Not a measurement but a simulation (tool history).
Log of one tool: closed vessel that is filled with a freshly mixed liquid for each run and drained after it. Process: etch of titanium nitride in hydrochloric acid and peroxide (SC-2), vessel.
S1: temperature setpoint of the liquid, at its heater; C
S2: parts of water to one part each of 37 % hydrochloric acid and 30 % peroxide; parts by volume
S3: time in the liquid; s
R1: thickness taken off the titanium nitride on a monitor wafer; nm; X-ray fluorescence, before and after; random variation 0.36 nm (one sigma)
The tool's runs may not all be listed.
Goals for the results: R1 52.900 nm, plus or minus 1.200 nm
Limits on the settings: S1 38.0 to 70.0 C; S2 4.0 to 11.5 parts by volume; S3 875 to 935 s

Run 1, day 0.000: S1 54.0 C, S2 6.5 parts by volume, S3 875 s. Result: R1 25.796 nm.
Run 2, day 0.108: S1 54.0 C, S2 6.5 parts by volume, S3 875 s. Result: R1 25.718 nm.
Run 3, day 0.212: S1 57.5 C, S2 6.5 parts by volume, S3 875 s. Result: R1 32.191 nm.
Run 4, day 0.262: S1 57.5 C, S2 6.5 parts by volume, S3 875 s. Result: R1 32.250 nm.
Run 5, day 0.308: S1 57.5 C, S2 5.5 parts by volume, S3 875 s. Result: R1 36.403 nm.
Run 6, day 0.646: S1 57.5 C, S2 5.5 parts by volume, S3 935 s. Result: R1 39.002 nm.
Run 7, day 0.962: S1 59.0 C, S2 5.5 parts by volume, S3 935 s. Result: R1 42.192 nm.
Run 8, day 1.112: S1 60.0 C, S2 5.5 parts by volume, S3 935 s. Result: R1 45.829 nm.
Run 9, day 1.358: S1 60.5 C, S2 5.5 parts by volume, S3 935 s. Result: R1 46.979 nm.
Run 10, day 1.512: S1 60.5 C, S2 5.5 parts by volume, S3 935 s. Result: R1 47.159 nm.
Run 11, day 1.583: S1 61.0 C, S2 5.5 parts by volume, S3 935 s. Result: R1 48.141 nm.
At day 1.700: thermometer replaced.
Run 12, day 1.700: S1 61.5 C, S2 5.5 parts by volume, S3 935 s. Result: R1 55.115 nm.

Exercise: of the 5 proposed moves below, exactly one satisfies all targets within the stated allowed misses. Which move is it?
Run A, day 1.817: S1 67.0 C, S2 8.0 parts by volume, S3 935 s. Result: R1 ?.
Run B, day 1.817: S1 64.0 C, S2 6.0 parts by volume, S3 915 s. Result: R1 ?.
Run C, day 1.817: S1 63.0 C, S2 6.0 parts by volume, S3 935 s. Result: R1 ?.
Run D, day 1.817: S1 62.0 C, S2 6.0 parts by volume, S3 935 s. Result: R1 ?.
Run E, day 1.817: S1 63.0 C, S2 5.5 parts by volume, S3 915 s. Result: R1 ?.

move      R1
   A  57.661
   B  58.790
   C  56.495
   D  53.109
   E  58.972
A: further off than the last run
B: further off than the last run
C: further off than the last run
D: every result within its allowed miss
E: further off than the last run
D meets every target.
